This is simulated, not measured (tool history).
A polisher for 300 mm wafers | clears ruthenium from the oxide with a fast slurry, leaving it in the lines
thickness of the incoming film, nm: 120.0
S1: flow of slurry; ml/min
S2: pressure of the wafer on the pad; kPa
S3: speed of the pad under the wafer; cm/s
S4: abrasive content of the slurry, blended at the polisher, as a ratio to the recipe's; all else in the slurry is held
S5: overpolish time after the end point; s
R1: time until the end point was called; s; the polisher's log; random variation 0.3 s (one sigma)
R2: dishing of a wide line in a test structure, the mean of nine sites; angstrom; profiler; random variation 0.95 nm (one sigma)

{"run": 1, "hour": 0.0, "S1": 230, "S2": 13.8, "S3": 114, "S4": 1, "S5": 13, "R1": 34.613, "R2": 369.37}
{"run": 2, "hour": 2.3, "S1": 230, "S2": 15.2, "S3": 114, "S4": 1, "S5": 14, "R1": 32.142, "R2": 399.21}
{"run": 3, "hour": 7.4, "S1": 230, "S2": 12.4, "S3": 114, "S4": 1, "S5": 14, "R1": 37.48, "R2": 354.09}
{"run": 4, "hour": 16.3, "S1": 230, "S2": 14.5, "S3": 114, "S4": 1, "S5": 15, "R1": 32.837, "R2": 413.88}
{"run": 5, "hour": 20.3, "S1": 260, "S2": 14.5, "S3": 114, "S4": 1, "S5": 15, "R1": 32.828, "R2": 437.46}
{"run": 6, "hour": 25.9, "S1": 260, "S2": 14.5, "S3": 86, "S4": 1, "S5": 15, "R1": 43.124, "R2": 336.5}

Run 7 comes next. What will it give?
{"run": 7, "hour": 29.7, "S1": 265, "S2": 15.9, "S3": 90, "S4": 1, "S5": 15, "R1": "?", "R2": "?"}

R1: 38.447 s
R2: 381.2 angstrom
